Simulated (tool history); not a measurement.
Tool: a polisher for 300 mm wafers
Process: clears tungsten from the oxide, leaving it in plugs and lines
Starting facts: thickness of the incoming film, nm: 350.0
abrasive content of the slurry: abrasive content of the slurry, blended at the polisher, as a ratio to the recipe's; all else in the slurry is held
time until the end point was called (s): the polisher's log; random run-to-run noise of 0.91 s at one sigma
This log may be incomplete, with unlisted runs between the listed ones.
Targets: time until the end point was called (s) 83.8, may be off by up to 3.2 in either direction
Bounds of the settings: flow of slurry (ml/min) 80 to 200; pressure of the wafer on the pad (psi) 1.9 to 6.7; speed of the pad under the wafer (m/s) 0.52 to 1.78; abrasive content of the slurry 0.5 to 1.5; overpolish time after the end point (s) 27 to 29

| run | hour | flow of slurry (ml/min) | pressure of the wafer on the pad (psi) | speed of the pad under the wafer (m/s) | abrasive content of the slurry | overpolish time after the end point (s) | time until the end point was called (s) |
|---|---|---|---|---|---|---|---|
| 1 | 0 | 130 | 4.3 | 1.14 | 1 | 27 | 66.065 |
| 2 | 4.4 | 130 | 4.3 | 1.04 | 1 | 27 | 69.23 |
| 3 | 11.6 | 130 | 5.4 | 1.04 | 1 | 27 | 57.894 |
| 4 | 13.9 | 130 | 5.4 | 1.14 | 1 | 27 | 53.527 |
| 5 | 19.4 | 130 | 5.4 | 1.14 | 1 | 27 | 53.407 |
| 6 | 27.6 | 130 | 5.4 | 0.98 | 1 | 27 | 61.708 |
| 7 | 34.3 | 130 | 5.2 | 0.98 | 1 | 27 | 63.095 |
| 8 | 41.9 | 130 | 5 | 0.98 | 1 | 27 | 65.752 |
| 9 | 42.9 | 130 | 5 | 0.98 | 1 | 27 | 65.732 |

Of the 5 settings listed for the next run, only one would bring every result within its allowed miss of target. Which one?
| A | 43.9 | 140 | 4.6 | 0.88 | 1 | 27 | ? |
| B | 43.9 | 150 | 6.2 | 1.08 | 1.1 | 27 | ? |
| C | 43.9 | 125 | 4.8 | 0.74 | 1 | 27 | ? |
| D | 43.9 | 135 | 4.6 | 0.58 | 1.3 | 28 | ? |
| E | 43.9 | 130 | 4.7 | 0.9 | 0.9 | 27 | ? |

| move | time until the end point was called (s) |
|---|---|
| A | 73.875 |
| B | 47.489 |
| C | 82.103 |
| D | 91.438 |
| E | 74.591 |
A: moves toward the targets from the last run without getting all of them in spec
B: lands further from the targets than the last run did
C: all results land within tolerance of their targets
D: carries the result that was furthest off beyond its target, to the other side
E: moves toward the targets from the last run without getting all of them in spec
C meets every target.
